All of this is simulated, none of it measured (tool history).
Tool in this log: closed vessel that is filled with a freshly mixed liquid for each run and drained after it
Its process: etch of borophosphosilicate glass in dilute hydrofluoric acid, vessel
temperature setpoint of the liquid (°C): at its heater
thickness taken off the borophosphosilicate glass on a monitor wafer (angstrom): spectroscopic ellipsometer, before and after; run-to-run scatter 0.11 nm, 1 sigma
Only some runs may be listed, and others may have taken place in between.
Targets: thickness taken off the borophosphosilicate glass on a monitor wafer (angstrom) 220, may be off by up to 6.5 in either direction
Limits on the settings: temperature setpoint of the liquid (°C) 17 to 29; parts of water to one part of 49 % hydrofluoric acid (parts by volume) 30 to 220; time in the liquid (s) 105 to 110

run,hour,temperature setpoint of the liquid (°C),parts of water to one part of 49 % hydrofluoric acid (parts by volume),time in the liquid (s),thickness taken off the borophosphosilicate glass on a monitor wafer (angstrom)
1,0,21,125,105,420.1
2,2,18,125,105,370.43
3,9.5,17,125,105,353.84
4,12.4,17,140,105,312.36
5,16.2,17,140,105,316.11
6,23.2,17,155,105,282.09
7,29,17,165,105,260.94
8,37.5,17,170,105,253.48
9,46,17,175,105,243.57
10,50.1,17,180,105,234.7
11,58,17,185,105,227.04

Pick the move, out of 5, that brings all results within their allowed miss; only one does.
A,65.9,18.5,180,105,?
B,65.9,17,190,105,?
C,65.9,17,190,110,?
D,65.9,17,175,105,?
E,65.9,19,200,110,?

move,thickness taken off the borophosphosilicate glass on a monitor wafer (angstrom)
A,247.5
B,218.77
C,229.18
D,240.87
E,233.45
A: lands further from the targets than the last run did
B: meets every target
C: lands further from the targets than the last run did
D: lands further from the targets than the last run did
E: lands further from the targets than the last run did
B is the move that brings every result within its allowed miss.
